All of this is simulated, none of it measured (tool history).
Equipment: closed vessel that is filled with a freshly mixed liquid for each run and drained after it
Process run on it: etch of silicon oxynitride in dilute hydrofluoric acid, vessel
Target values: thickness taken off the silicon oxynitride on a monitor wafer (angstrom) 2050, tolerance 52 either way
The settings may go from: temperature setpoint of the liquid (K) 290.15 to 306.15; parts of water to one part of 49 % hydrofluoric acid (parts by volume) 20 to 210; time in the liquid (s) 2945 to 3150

run  hour  temperature setpoint of the liquid (K)  parts of water to one part of 49 % hydrofluoric acid (parts by volume)  time in the liquid (s)  thickness taken off the silicon oxynitride on a monitor wafer (angstrom)
  1     0                                  298.15                                                                     115                    2945                                                                    739.93
  2   7.1                                  299.65                                                                     100                    2945                                                                     925.2
  3  14.3                                  301.65                                                                     100                    2945                                                                    1010.4
  4    20                                  302.65                                                                      90                    2945                                                                    1177.1
  5  21.2                                  303.15                                                                      80                    2945                                                                    1380.8
  6  27.1                                  303.65                                                                      75                    2945                                                                    1518.8
  7  33.7                                  304.15                                                                      70                    2945                                                                    1669.7
  8  38.7                                  304.65                                                                      70                    2945                                                                    1709.8
  9  41.4                                  305.15                                                                      70                    2945                                                                    1743.1
 10  46.6                                  305.65                                                                      65                    2945                                                                    1933.9
 11  49.1                                  306.15                                                                      65                    2945                                                                    1985.6
 12  52.8                                  306.15                                                                      60                    2945                                                                    2161.5

Which one of the following 5 next-run settings gets every result inside its allowed miss? There is exactly one.
  A  56.5                                  306.15                                                                      70                    3140                                                                         ?
  B  56.5                                  306.15                                                                      60                    3150                                                                         ?
  C  56.5                                  304.65                                                                      60                    3025                                                                         ?
  D  56.5                                  305.15                                                                      65                    2980                                                                         ?
  E  56.5                                  305.15                                                                      55                    3110                                                                         ?

move  thickness taken off the silicon oxynitride on a monitor wafer (angstrom)
   A                                                                    1950.3
   B                                                                    2309.1
   C                                                                    2071.5
   D                                                                    1916.4
   E                                                                    2390.2
A: moves the result that the last run missed by most past its target, out the other side
B: misses by more than the last run did
C: every result lands within tolerance
D: moves the result that the last run missed by most past its target, out the other side
E: misses by more than the last run did
Move C is the one to make.
